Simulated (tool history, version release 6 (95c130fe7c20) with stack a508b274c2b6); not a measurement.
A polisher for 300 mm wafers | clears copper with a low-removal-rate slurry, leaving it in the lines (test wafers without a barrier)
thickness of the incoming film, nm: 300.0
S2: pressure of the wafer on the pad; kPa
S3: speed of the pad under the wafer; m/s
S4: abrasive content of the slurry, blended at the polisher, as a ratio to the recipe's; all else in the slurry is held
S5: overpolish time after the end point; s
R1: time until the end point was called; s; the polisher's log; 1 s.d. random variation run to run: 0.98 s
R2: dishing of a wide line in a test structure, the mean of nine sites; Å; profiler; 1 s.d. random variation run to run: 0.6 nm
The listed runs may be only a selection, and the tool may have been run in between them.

run 1 hour=0.0 | flow_of_slurry_(ml/min)=240 S2=19.3 S3=1.06 S4=1.0 S5=17 | R1=111.690 R2=287.12
run 2 hour=5.7 | flow_of_slurry_(ml/min)=240 S2=15.9 S3=1.06 S4=1.0 S5=17 | R1=131.030 R2=249.31
run 3 hour=14.3 | flow_of_slurry_(ml/min)=240 S2=17.9 S3=1.08 S4=1.0 S5=18 | R1=117.450 R2=286.84
run 4 hour=21.8 | flow_of_slurry_(ml/min)=240 S2=19.3 S3=1.08 S4=1.0 S5=19 | R1=105.350 R2=319.34
run 5 hour=22.7 | flow_of_slurry_(ml/min)=240 S2=20.7 S3=1.08 S4=1.0 S5=20 | R1=102.720 R2=347.84
run 6 hour=30.9 | flow_of_slurry_(ml/min)=280 S2=20.7 S3=1.08 S4=1.0 S5=20 | R1=99.160 R2=353.20

Expected results for the next run?
run 7 hour=35.0 | flow_of_slurry_(ml/min)=265 S2=26.2 S3=1.10 S4=1.0 S5=23 | R1=? R2=?

For run 7 the tool returned R1 77.755 s, R2 480.35 Å.

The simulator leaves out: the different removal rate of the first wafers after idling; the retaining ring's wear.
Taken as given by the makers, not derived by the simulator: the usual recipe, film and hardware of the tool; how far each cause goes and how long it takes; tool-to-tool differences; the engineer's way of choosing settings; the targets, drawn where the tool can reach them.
